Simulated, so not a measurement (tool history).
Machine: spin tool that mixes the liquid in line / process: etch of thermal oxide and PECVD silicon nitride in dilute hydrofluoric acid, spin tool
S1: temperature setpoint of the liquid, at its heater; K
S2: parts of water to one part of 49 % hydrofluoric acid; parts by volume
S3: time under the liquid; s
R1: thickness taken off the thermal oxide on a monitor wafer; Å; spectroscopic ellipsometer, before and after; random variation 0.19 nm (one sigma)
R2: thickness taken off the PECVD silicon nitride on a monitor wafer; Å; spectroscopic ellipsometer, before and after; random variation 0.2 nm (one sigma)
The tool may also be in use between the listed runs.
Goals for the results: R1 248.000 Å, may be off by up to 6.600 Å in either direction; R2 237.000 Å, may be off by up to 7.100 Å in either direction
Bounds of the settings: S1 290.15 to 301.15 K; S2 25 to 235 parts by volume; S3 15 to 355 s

run 1 hour=0.0 | S1=293.15 S2=130 S3=180 | R1=59.005 R2=60.897
run 2 hour=1.4 | S1=293.15 S2=105 S3=180 | R1=74.366 R2=74.438
run 3 hour=9.9 | S1=293.15 S2=85 S3=180 | R1=96.867 R2=91.916
run 4 hour=15.9 | S1=293.15 S2=85 S3=140 | R1=73.728 R2=71.837
run 5 hour=23.1 | S1=293.15 S2=85 S3=90 | R1=47.116 R2=45.945
run 6 hour=31.2 | S1=293.15 S2=105 S3=90 | R1=37.277 R2=37.474
run 7 hour=34.7 | S1=293.65 S2=95 S3=105 | R1=50.268 R2=50.272
run 8 hour=38.2 | S1=297.65 S2=45 S3=195 | R1=247.900 R2=253.330
run 9 hour=39.1 | S1=296.65 S2=40 S3=190 | R1=259.300 R2=259.730
run 10 hour=47.7 | S1=296.65 S2=40 S3=190 | R1=259.890 R2=259.420

4 candidate next runs follow, results not yet known. Just one meets every target within its allowed miss. Identify it.
run A hour=56.3 | S1=300.15 S2=50 S3=205 | R1=? R2=?
run B hour=56.3 | S1=295.65 S2=35 S3=165 | R1=? R2=?
run C hour=56.3 | S1=299.65 S2=55 S3=225 | R1=? R2=?
run D hour=56.3 | S1=298.65 S2=55 S3=240 | R1=? R2=?

move=A R1=256.030 R2=282.500
move=B R1=249.660 R2=237.900
move=C R1=248.620 R2=273.130
move=D R1=254.710 R2=272.660
A: the biggest miss grows against the last run
B: hits every target within its allowed miss
C: the biggest miss grows against the last run
D: the biggest miss grows against the last run
B meets every target.
